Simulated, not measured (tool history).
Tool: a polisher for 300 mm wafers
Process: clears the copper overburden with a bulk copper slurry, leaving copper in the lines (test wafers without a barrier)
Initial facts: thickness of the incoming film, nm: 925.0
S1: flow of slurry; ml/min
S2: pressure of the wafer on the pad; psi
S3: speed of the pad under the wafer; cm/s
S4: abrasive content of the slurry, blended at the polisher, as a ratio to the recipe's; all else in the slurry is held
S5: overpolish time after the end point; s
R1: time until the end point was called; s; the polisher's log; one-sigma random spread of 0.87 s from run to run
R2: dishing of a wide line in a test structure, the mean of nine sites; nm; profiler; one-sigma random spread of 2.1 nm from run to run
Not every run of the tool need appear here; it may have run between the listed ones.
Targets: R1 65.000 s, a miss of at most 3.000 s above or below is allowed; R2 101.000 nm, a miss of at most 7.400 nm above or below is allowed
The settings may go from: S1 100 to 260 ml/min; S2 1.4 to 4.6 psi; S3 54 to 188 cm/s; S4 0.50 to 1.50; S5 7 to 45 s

Run 1, day 0.000: S1 165 ml/min, S2 3.0 psi, S3 120 cm/s, S4 1.00, S5 23 s. Result: R1 90.001 s, R2 103.010 nm.
Run 2, day 0.346: S1 165 ml/min, S2 3.1 psi, S3 120 cm/s, S4 1.00, S5 21 s. Result: R1 91.989 s, R2 98.589 nm.
Run 3, day 0.442: S1 165 ml/min, S2 3.3 psi, S3 122 cm/s, S4 1.00, S5 19 s. Result: R1 85.838 s, R2 100.690 nm.
Run 4, day 0.558: S1 170 ml/min, S2 3.5 psi, S3 124 cm/s, S4 1.00, S5 17 s. Result: R1 79.200 s, R2 102.350 nm.
Run 5, day 0.775: S1 170 ml/min, S2 3.1 psi, S3 124 cm/s, S4 1.00, S5 17 s. Result: R1 84.868 s, R2 88.888 nm.
Run 6, day 0.888: S1 170 ml/min, S2 3.1 psi, S3 124 cm/s, S4 1.00, S5 27 s. Result: R1 85.468 s, R2 115.720 nm.
Run 7, day 0.933: S1 170 ml/min, S2 3.1 psi, S3 124 cm/s, S4 1.00, S5 27 s. Result: R1 85.917 s, R2 114.560 nm.
Run 8, day 1.162: S1 175 ml/min, S2 3.2 psi, S3 126 cm/s, S4 1.00, S5 25 s. Result: R1 81.786 s, R2 114.820 nm.
Run 9, day 1.442: S1 180 ml/min, S2 3.3 psi, S3 128 cm/s, S4 1.00, S5 23 s. Result: R1 79.478 s, R2 107.500 nm.

Exercise: of the 5 proposed moves below, exactly one satisfies all targets within the stated allowed misses. Which move is it?
Run A, day 1.721: S1 175 ml/min, S2 3.3 psi, S3 156 cm/s, S4 0.95, S5 20 s. Result: R1 ?, R2 ?.
Run B, day 1.721: S1 185 ml/min, S2 2.9 psi, S3 122 cm/s, S4 1.00, S5 27 s. Result: R1 ?, R2 ?.
Run C, day 1.721: S1 215 ml/min, S2 3.3 psi, S3 108 cm/s, S4 0.95, S5 17 s. Result: R1 ?, R2 ?.
Run D, day 1.721: S1 220 ml/min, S2 3.2 psi, S3 164 cm/s, S4 0.85, S5 15 s. Result: R1 ?, R2 ?.
Run E, day 1.721: S1 145 ml/min, S2 2.6 psi, S3 152 cm/s, S4 0.85, S5 21 s. Result: R1 ?, R2 ?.

move      R1       R2
   A  66.133  113.130
   B  90.946  109.330
   C  89.702   90.109
   D  63.921  100.490
   E  88.644   97.200
A: brings the last run's worst result on target, with another outside its allowed miss
B: misses by more than the last run did
C: misses by more than the last run did
D: every result lands within tolerance
E: misses by more than the last run did
The move that meets every target is D.
